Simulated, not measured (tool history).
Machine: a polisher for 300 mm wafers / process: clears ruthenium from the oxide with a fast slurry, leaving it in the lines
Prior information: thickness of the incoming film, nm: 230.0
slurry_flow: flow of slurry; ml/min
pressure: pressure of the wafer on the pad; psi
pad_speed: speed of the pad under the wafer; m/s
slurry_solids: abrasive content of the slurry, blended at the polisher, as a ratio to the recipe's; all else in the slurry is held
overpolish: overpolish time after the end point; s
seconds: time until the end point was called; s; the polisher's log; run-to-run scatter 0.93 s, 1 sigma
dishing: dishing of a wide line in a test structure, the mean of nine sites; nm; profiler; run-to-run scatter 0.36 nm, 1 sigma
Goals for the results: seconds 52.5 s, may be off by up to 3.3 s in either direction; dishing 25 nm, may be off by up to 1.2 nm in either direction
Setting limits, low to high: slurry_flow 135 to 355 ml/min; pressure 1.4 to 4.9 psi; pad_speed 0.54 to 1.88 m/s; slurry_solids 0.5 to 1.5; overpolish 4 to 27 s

run 1 hour=0 | slurry_flow=225 pressure=3.1 pad_speed=1.2 slurry_solids=1 overpolish=14 | seconds=38.946 dishing=47.795
run 2 hour=1.5 | slurry_flow=225 pressure=3 pad_speed=1.2 slurry_solids=1 overpolish=13 | seconds=40.786 dishing=47.05
run 3 hour=9.4 | slurry_flow=215 pressure=3.2 pad_speed=1.14 slurry_solids=0.95 overpolish=12 | seconds=41.411 dishing=44.573
run 4 hour=12.1 | slurry_flow=215 pressure=2.4 pad_speed=1.14 slurry_solids=0.95 overpolish=12 | seconds=50.754 dishing=38.834
run 5 hour=17.5 | slurry_flow=215 pressure=2.4 pad_speed=1.14 slurry_solids=1.1 overpolish=12 | seconds=49.39 dishing=39.406
run 6 hour=18.8 | slurry_flow=210 pressure=2.3 pad_speed=1.16 slurry_solids=1.15 overpolish=11 | seconds=49.616 dishing=35.977
run 7 hour=27 | slurry_flow=220 pressure=1.6 pad_speed=1.22 slurry_solids=1.4 overpolish=5 | seconds=57.151 dishing=17.324
run 8 hour=32.8 | slurry_flow=220 pressure=1.7 pad_speed=1.22 slurry_solids=1.35 overpolish=5 | seconds=55.487 dishing=17.704
run 9 hour=39 | slurry_flow=220 pressure=1.8 pad_speed=1.2 slurry_solids=1.3 overpolish=5 | seconds=54.077 dishing=18.159
run 10 hour=44.1 | slurry_flow=205 pressure=2.1 pad_speed=1.14 slurry_solids=1.2 overpolish=6 | seconds=52.167 dishing=22.149
run 11 hour=47.5 | slurry_flow=200 pressure=2.1 pad_speed=1.14 slurry_solids=1.2 overpolish=6 | seconds=52.179 dishing=22.328
run 12 hour=49.5 | slurry_flow=195 pressure=2.1 pad_speed=1.14 slurry_solids=1.2 overpolish=6 | seconds=52.431 dishing=22.479
run 13 hour=56.9 | slurry_flow=190 pressure=2.1 pad_speed=1.14 slurry_solids=1.2 overpolish=6 | seconds=54.262 dishing=22.237
run 14 hour=58.5 | slurry_flow=180 pressure=2.3 pad_speed=1.12 slurry_solids=1.15 overpolish=6 | seconds=51.449 dishing=22.913
run 15 hour=62.2 | slurry_flow=180 pressure=2.4 pad_speed=1.1 slurry_solids=1.1 overpolish=6 | seconds=50.531 dishing=22.141

Pick the move, out of 5, that brings all results within their allowed miss; only one does.
run A hour=65.9 | slurry_flow=190 pressure=2.6 pad_speed=1.2 slurry_solids=0.95 overpolish=4 | seconds=? dishing=?
run B hour=65.9 | slurry_flow=250 pressure=2.2 pad_speed=1.32 slurry_solids=0.95 overpolish=5 | seconds=? dishing=?
run C hour=65.9 | slurry_flow=180 pressure=2.2 pad_speed=1.28 slurry_solids=0.95 overpolish=7 | seconds=? dishing=?
run D hour=65.9 | slurry_flow=135 pressure=3.3 pad_speed=0.72 slurry_solids=1.15 overpolish=5 | seconds=? dishing=?
run E hour=65.9 | slurry_flow=135 pressure=2.3 pad_speed=1.32 slurry_solids=1.15 overpolish=7 | seconds=? dishing=?

move=A seconds=46.937 dishing=16.999
move=B seconds=49.467 dishing=19.661
move=C seconds=51.655 dishing=24.979
move=D seconds=48.957 dishing=19.833
move=E seconds=46.304 dishing=27.202
A: lands further from the targets than the last run did
B: lands further from the targets than the last run did
C: every result within its allowed miss
D: lands further from the targets than the last run did
E: carries the result that was furthest off beyond its target, to the other side
C meets every target.
